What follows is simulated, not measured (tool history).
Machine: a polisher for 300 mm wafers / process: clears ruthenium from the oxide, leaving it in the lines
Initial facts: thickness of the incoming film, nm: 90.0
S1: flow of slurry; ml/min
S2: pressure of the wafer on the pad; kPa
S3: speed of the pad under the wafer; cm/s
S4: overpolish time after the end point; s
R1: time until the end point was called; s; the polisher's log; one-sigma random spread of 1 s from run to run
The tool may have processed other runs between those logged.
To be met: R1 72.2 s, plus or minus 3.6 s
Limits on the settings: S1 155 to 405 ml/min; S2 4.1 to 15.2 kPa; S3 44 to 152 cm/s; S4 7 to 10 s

run 1 hour=0 | S1=260 S2=9.7 S3=98 S4=10 | R1=116.72
run 2 hour=5.6 | S1=260 S2=9.7 S3=76 S4=10 | R1=153.71
run 3 hour=6.6 | S1=260 S2=11 S3=80 S4=10 | R1=129.54
run 4 hour=10.8 | S1=260 S2=12.4 S3=86 S4=10 | R1=106.48
run 5 hour=15.7 | S1=260 S2=12.4 S3=66 S4=10 | R1=139.37
run 6 hour=19 | S1=260 S2=13.1 S3=76 S4=10 | R1=115.33
run 7 hour=21.1 | S1=260 S2=13.8 S3=82 S4=10 | R1=102.66
run 8 hour=29.8 | S1=260 S2=13.8 S3=82 S4=10 | R1=101.15
run 9 hour=38.2 | S1=260 S2=14.5 S3=88 S4=10 | R1=87.31
run 10 hour=42.1 | S1=260 S2=14.5 S3=90 S4=10 | R1=88.018
run 11 hour=46.3 | S1=260 S2=14.5 S3=94 S4=10 | R1=85.749
run 12 hour=53.2 | S1=260 S2=14.5 S3=98 S4=10 | R1=80.187
run 13 hour=55.8 | S1=260 S2=14.5 S3=100 S4=10 | R1=79.995
run 14 hour=61 | S1=260 S2=14.5 S3=102 S4=10 | R1=78.92

Consider the 5 candidate settings below. Which is the only one whose results all fall within their allowed miss of target?
run A hour=66.2 | S1=255 S2=15.2 S3=104 S4=7 | R1=?
run B hour=66.2 | S1=280 S2=12.4 S3=106 S4=7 | R1=?
run C hour=66.2 | S1=275 S2=14.5 S3=92 S4=7 | R1=?
run D hour=66.2 | S1=160 S2=15.2 S3=106 S4=10 | R1=?
run E hour=66.2 | S1=355 S2=10.3 S3=136 S4=10 | R1=?

move=A R1=74.953
move=B R1=87.739
move=C R1=87.272
move=D R1=80.712
move=E R1=79.299
A: meets every target
B: misses by more than the last run did
C: misses by more than the last run did
D: misses by more than the last run did
E: misses by more than the last run did
The right move is A.

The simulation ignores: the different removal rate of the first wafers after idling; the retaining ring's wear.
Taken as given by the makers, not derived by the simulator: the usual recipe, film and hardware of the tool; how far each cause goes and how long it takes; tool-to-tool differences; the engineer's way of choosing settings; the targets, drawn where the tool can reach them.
